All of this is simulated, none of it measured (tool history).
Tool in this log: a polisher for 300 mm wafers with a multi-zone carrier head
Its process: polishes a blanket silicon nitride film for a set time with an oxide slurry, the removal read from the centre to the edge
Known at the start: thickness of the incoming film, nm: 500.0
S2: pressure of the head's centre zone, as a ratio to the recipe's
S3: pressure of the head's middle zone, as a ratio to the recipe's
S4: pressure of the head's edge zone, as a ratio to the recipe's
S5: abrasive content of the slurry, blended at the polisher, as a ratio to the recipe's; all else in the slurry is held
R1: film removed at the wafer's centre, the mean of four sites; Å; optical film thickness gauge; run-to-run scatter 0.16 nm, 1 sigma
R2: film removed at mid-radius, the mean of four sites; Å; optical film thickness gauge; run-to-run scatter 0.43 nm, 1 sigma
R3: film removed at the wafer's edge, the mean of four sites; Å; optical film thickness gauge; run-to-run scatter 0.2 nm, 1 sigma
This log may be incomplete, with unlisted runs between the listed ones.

run 1 day=0.000 | flow_of_slurry_(ml/min)=185 S2=1.00 S3=1.00 S4=1.00 S5=1.00 polishing_time_(s)=46 | R1=361.56 R2=361.20 R3=355.72
run 2 day=0.208 | flow_of_slurry_(ml/min)=150 S2=1.00 S3=1.00 S4=1.00 S5=1.00 polishing_time_(s)=46 | R1=347.52 R2=355.92 R3=347.49
run 3 day=0.425 | flow_of_slurry_(ml/min)=150 S2=0.97 S3=0.98 S4=0.95 S5=0.90 polishing_time_(s)=46 | R1=321.55 R2=336.39 R3=321.88
run 4 day=0.617 | flow_of_slurry_(ml/min)=145 S2=0.94 S3=0.95 S4=0.91 S5=0.85 polishing_time_(s)=46 | R1=299.88 R2=304.22 R3=308.74
run 5 day=0.975 | flow_of_slurry_(ml/min)=140 S2=0.93 S3=0.96 S4=0.88 S5=0.80 polishing_time_(s)=46 | R1=288.06 R2=302.58 R3=293.47
run 6 day=1.125 | flow_of_slurry_(ml/min)=140 S2=0.93 S3=0.96 S4=0.82 S5=0.80 polishing_time_(s)=46 | R1=287.91 R2=298.66 R3=283.45
run 7 day=1.196 | flow_of_slurry_(ml/min)=130 S2=0.92 S3=0.96 S4=0.82 S5=0.80 polishing_time_(s)=46 | R1=278.81 R2=298.43 R3=278.99

Estimate the outcome of run 8 from the log above:
run 8 day=1.475 | flow_of_slurry_(ml/min)=125 S2=0.92 S3=0.96 S4=0.83 S5=0.80 polishing_time_(s)=46 | R1=? R2=? R3=?

{"run 8": {"R1": 277.17, "R2": 286.67, "R3": 280.55}}
